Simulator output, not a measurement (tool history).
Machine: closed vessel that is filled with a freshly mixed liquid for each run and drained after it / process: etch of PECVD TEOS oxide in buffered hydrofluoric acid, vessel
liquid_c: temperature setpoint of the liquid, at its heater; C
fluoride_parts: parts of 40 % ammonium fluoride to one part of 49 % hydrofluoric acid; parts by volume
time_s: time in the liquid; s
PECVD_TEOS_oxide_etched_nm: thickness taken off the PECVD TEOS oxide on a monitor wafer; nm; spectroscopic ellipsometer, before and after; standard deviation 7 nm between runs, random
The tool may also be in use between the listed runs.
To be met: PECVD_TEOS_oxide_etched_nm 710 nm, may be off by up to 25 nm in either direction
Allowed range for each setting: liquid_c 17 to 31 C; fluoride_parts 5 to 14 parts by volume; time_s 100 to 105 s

| run | hour | liquid_c | fluoride_parts | time_s | PECVD_TEOS_oxide_etched_nm |
|---|---|---|---|---|---|
| 1 | 0 | 23 | 8.5 | 100 | 432.42 |
| 2 | 6.9 | 23 | 8.5 | 100 | 430.17 |
| 3 | 10 | 23 | 8.5 | 105 | 450.01 |
| 4 | 12.6 | 23 | 8.5 | 105 | 450.43 |
| 5 | 21.9 | 20.5 | 8.5 | 105 | 392.08 |
| 6 | 30.8 | 17 | 8.5 | 105 | 321.01 |
| 7 | 39.9 | 20 | 8.5 | 105 | 370.96 |
| 8 | 42.9 | 24 | 7 | 105 | 586.11 |
| 9 | 51.4 | 24.5 | 7 | 105 | 598.22 |
| 10 | 56.1 | 25 | 7 | 105 | 613.91 |

Of the 5 settings listed for the next run, only one would bring every result within its allowed miss of target. Which one?
| A | 60.8 | 25.5 | 7 | 105 | ? |
| B | 60.8 | 24.5 | 6 | 100 | ? |
| C | 60.8 | 23 | 6 | 105 | ? |
| D | 60.8 | 23.5 | 5 | 105 | ? |
| E | 60.8 | 26 | 6 | 100 | ? |

| move | PECVD_TEOS_oxide_etched_nm |
|---|---|
| A | 635.01 |
| B | 654.79 |
| C | 633.56 |
| D | 759.7 |
| E | 710 |
A: nearer than the last run, and not there yet
B: nearer than the last run, and not there yet
C: nearer than the last run, and not there yet
D: takes the biggest miss from the last run beyond its target
E: every result within its allowed miss
E is the move that brings every result within its allowed miss.

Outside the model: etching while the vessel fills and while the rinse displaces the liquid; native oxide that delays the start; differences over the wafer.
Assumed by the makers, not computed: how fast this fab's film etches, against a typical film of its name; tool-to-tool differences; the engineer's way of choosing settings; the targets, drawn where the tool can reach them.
